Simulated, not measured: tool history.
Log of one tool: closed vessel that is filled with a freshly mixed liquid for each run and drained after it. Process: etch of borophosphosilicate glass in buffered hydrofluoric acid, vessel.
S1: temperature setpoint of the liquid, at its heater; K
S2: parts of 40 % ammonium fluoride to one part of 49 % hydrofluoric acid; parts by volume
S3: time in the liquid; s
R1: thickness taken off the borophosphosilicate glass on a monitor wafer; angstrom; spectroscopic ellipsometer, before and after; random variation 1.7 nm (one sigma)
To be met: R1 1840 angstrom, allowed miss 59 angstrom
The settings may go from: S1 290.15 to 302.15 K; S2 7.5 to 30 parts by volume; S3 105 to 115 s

run 1 day=0 | S1=294.15 S2=22 S3=105 | R1=1181.8
run 2 day=0.058 | S1=296.15 S2=22 S3=105 | R1=1312.1
run 3 day=0.233 | S1=294.15 S2=22 S3=105 | R1=1182.5
run 4 day=0.346 | S1=291.65 S2=22 S3=105 | R1=1033.2
run 5 day=0.629 | S1=294.15 S2=21.5 S3=105 | R1=1199.3
run 6 day=0.804 | S1=290.65 S2=21.5 S3=105 | R1=988.91
run 7 day=0.917 | S1=293.15 S2=21 S3=105 | R1=1159.7
run 8 day=1.146 | S1=295.15 S2=21 S3=105 | R1=1307.7
run 9 day=1.496 | S1=296.65 S2=21 S3=105 | R1=1386.4
run 10 day=1.721 | S1=297.65 S2=21 S3=105 | R1=1471
run 11 day=1.871 | S1=298.65 S2=21 S3=105 | R1=1570.3
run 12 day=2.138 | S1=299.15 S2=21 S3=105 | R1=1602.1
run 13 day=2.2 | S1=302.15 S2=20.5 S3=105 | R1=1911.5

5 next moves are on the table. One of them brings every result within its allowed miss. Which?
run A day=2.262 | S1=302.15 S2=22 S3=115 | R1=?
run B day=2.262 | S1=302.15 S2=19 S3=105 | R1=?
run C day=2.262 | S1=300.65 S2=18.5 S3=110 | R1=?
run D day=2.262 | S1=300.65 S2=18.5 S3=105 | R1=?
run E day=2.262 | S1=302.15 S2=24.5 S3=115 | R1=?

move=A R1=1994.4
move=B R1=2045
move=C R1=2032
move=D R1=1939.6
move=E R1=1852.3
A: further off than the last run
B: further off than the last run
C: further off than the last run
D: further off than the last run
E: meets every target
The right move is E.
